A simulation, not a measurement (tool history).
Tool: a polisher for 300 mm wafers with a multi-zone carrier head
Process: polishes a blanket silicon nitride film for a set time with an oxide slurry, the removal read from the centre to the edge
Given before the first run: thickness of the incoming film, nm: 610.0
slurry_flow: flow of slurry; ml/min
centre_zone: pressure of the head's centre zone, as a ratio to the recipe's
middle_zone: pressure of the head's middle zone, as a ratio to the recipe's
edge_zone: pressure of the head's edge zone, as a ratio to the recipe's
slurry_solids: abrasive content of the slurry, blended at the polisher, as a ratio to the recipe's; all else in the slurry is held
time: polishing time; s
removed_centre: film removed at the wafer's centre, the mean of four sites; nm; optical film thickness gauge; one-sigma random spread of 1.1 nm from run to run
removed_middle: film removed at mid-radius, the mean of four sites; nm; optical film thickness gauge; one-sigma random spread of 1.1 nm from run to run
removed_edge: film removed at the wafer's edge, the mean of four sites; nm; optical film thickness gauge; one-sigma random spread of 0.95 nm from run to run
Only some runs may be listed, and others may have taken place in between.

| run | hour | slurry_flow | centre_zone | middle_zone | edge_zone | slurry_solids | time | removed_centre | removed_middle | removed_edge |
|---|---|---|---|---|---|---|---|---|---|---|
| 1 | 0.0 | 135 | 1.00 | 1.00 | 1.00 | 1.00 | 89 | 66.795 | 64.623 | 63.555 |
| 2 | 7.3 | 135 | 1.00 | 1.00 | 1.00 | 0.90 | 89 | 60.714 | 59.872 | 58.988 |
| 3 | 8.4 | 110 | 1.00 | 1.00 | 1.00 | 0.90 | 89 | 61.172 | 59.687 | 58.414 |
| 4 | 11.8 | 110 | 1.01 | 1.01 | 1.02 | 0.95 | 89 | 61.188 | 62.777 | 60.413 |
| 5 | 18.2 | 110 | 1.01 | 1.01 | 1.02 | 0.80 | 89 | 55.326 | 55.505 | 53.340 |
| 6 | 19.9 | 110 | 1.01 | 1.08 | 1.02 | 0.80 | 89 | 55.720 | 57.760 | 53.671 |
| 7 | 25.2 | 115 | 1.03 | 1.07 | 1.03 | 0.85 | 89 | 58.602 | 58.724 | 55.828 |
| 8 | 29.9 | 120 | 1.04 | 1.07 | 1.03 | 0.90 | 89 | 62.709 | 62.879 | 59.935 |
| 9 | 33.4 | 125 | 1.06 | 1.07 | 1.04 | 0.95 | 89 | 67.476 | 64.692 | 62.662 |

Run 10 comes next. What will it give?
| 10 | 40.0 | 160 | 1.12 | 1.13 | 1.14 | 1.20 | 91 | ? | ? | ? |

Logged for run 10: removed_centre 87.752 nm, removed_middle 81.900 nm, removed_edge 78.245 nm.
